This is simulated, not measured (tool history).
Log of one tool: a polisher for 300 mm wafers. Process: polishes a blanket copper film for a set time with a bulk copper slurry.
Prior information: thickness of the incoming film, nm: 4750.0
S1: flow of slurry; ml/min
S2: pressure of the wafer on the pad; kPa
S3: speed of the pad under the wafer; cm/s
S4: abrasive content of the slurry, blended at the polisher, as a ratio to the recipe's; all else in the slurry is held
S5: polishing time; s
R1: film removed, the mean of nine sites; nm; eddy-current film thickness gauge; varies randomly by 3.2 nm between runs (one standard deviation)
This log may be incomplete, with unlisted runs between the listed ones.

Run 1, hour 0.0: S1 305 ml/min, S2 18.6 kPa, S3 138 cm/s, S4 1.0, S5 39 s. Result: R1 490.69 nm.
Run 2, hour 1.0: S1 305 ml/min, S2 18.6 kPa, S3 138 cm/s, S4 0.9, S5 39 s. Result: R1 481.26 nm.
Run 3, hour 6.9: S1 305 ml/min, S2 17.9 kPa, S3 138 cm/s, S4 0.9, S5 39 s. Result: R1 463.22 nm.
Run 4, hour 10.7: S1 305 ml/min, S2 17.2 kPa, S3 138 cm/s, S4 0.9, S5 39 s. Result: R1 449.91 nm.
Run 5, hour 12.0: S1 305 ml/min, S2 17.2 kPa, S3 138 cm/s, S4 0.9, S5 36 s. Result: R1 418.52 nm.
Run 6, hour 20.7: S1 305 ml/min, S2 17.2 kPa, S3 138 cm/s, S4 1.1, S5 36 s. Result: R1 430.37 nm.

Predict the results of run 7:
Run 7, hour 22.6: S1 305 ml/min, S2 17.2 kPa, S3 138 cm/s, S4 1.1, S5 36 s. Result: R1 ?.

Run 7 gave R1 439.10 nm.
